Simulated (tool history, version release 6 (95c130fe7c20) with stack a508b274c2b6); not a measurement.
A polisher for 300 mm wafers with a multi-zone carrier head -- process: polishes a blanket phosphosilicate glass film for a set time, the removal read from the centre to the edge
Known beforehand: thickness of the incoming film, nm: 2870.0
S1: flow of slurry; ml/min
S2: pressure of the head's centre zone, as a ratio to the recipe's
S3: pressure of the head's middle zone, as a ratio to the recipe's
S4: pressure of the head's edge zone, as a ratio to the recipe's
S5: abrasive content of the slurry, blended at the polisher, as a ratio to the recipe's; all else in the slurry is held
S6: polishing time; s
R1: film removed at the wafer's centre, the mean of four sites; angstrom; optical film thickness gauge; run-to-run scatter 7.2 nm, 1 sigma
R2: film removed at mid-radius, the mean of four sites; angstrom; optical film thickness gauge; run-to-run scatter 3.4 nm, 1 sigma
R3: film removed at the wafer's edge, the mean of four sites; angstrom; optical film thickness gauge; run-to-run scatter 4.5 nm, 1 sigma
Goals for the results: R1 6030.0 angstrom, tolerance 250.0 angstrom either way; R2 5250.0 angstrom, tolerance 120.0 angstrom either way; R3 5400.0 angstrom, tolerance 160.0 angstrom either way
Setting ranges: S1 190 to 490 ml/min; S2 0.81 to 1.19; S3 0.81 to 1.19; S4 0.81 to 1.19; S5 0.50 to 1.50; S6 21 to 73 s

{"run": 1, "hour": 0.0, "S1": 315, "S2": 1.0, "S3": 1.0, "S4": 1.0, "S5": 1.0, "S6": 47, "R1": 4094.4, "R2": 4023.8, "R3": 4184.0}
{"run": 2, "hour": 0.9, "S1": 325, "S2": 1.04, "S3": 1.02, "S4": 1.03, "S5": 1.1, "S6": 47, "R1": 4382.1, "R2": 4204.3, "R3": 4377.6}
{"run": 3, "hour": 3.0, "S1": 330, "S2": 1.07, "S3": 1.03, "S4": 1.04, "S5": 1.2, "S6": 47, "R1": 4678.6, "R2": 4394.1, "R3": 4531.8}
{"run": 4, "hour": 10.6, "S1": 330, "S2": 1.01, "S3": 1.03, "S4": 1.04, "S5": 1.2, "S6": 47, "R1": 4439.8, "R2": 4373.2, "R3": 4549.2}
{"run": 5, "hour": 15.1, "S1": 330, "S2": 1.01, "S3": 1.03, "S4": 1.04, "S5": 1.0, "S6": 47, "R1": 4106.8, "R2": 4035.3, "R3": 4224.3}
{"run": 6, "hour": 17.7, "S1": 335, "S2": 1.05, "S3": 1.03, "S4": 1.05, "S5": 1.1, "S6": 48, "R1": 4561.2, "R2": 4334.3, "R3": 4481.5}
{"hour": 18.7, "done": "slurry nozzle cleaned"}
{"run": 7, "hour": 18.7, "S1": 335, "S2": 1.07, "S3": 1.03, "S4": 1.06, "S5": 1.2, "S6": 48, "R1": 4998.8, "R2": 4658.8, "R3": 4794.8}
{"run": 8, "hour": 20.2, "S1": 340, "S2": 1.09, "S3": 1.04, "S4": 1.09, "S5": 1.2, "S6": 48, "R1": 5134.2, "R2": 4675.5, "R3": 4867.0}
{"run": 9, "hour": 24.9, "S1": 345, "S2": 1.1, "S3": 1.05, "S4": 1.11, "S5": 1.2, "S6": 48, "R1": 5054.0, "R2": 4759.5, "R3": 4883.6}
{"run": 10, "hour": 26.9, "S1": 355, "S2": 1.12, "S3": 1.05, "S4": 1.12, "S5": 1.25, "S6": 48, "R1": 5276.4, "R2": 4779.1, "R3": 5018.9}

4 next moves are on the table. One of them brings every result within its allowed miss. Which?
{"run": "A", "hour": 28.9, "S1": 360, "S2": 1.17, "S3": 0.94, "S4": 1.09, "S5": 1.1, "S6": 47, "R1": "?", "R2": "?", "R3": "?"}
{"run": "B", "hour": 28.9, "S1": 395, "S2": 1.16, "S3": 1.07, "S4": 1.1, "S5": 1.5, "S6": 48, "R1": "?", "R2": "?", "R3": "?"}
{"run": "C", "hour": 28.9, "S1": 340, "S2": 1.16, "S3": 1.04, "S4": 1.12, "S5": 1.1, "S6": 46, "R1": "?", "R2": "?", "R3": "?"}
{"run": "D", "hour": 28.9, "S1": 305, "S2": 1.19, "S3": 1.19, "S4": 0.99, "S5": 1.2, "S6": 53, "R1": "?", "R2": "?", "R3": "?"}

move=A R1=5250.1 R2=4251.1 R3=4683.2
move=B R1=5978.6 R2=5237.0 R3=5381.5
move=C R1=5068.6 R2=4375.6 R3=4625.4
move=D R1=6119.4 R2=5566.9 R3=5128.0
A: further off than the last run
B: all results land within tolerance of their targets
C: further off than the last run
D: carries the result that was furthest off beyond its target, to the other side
B meets every target.
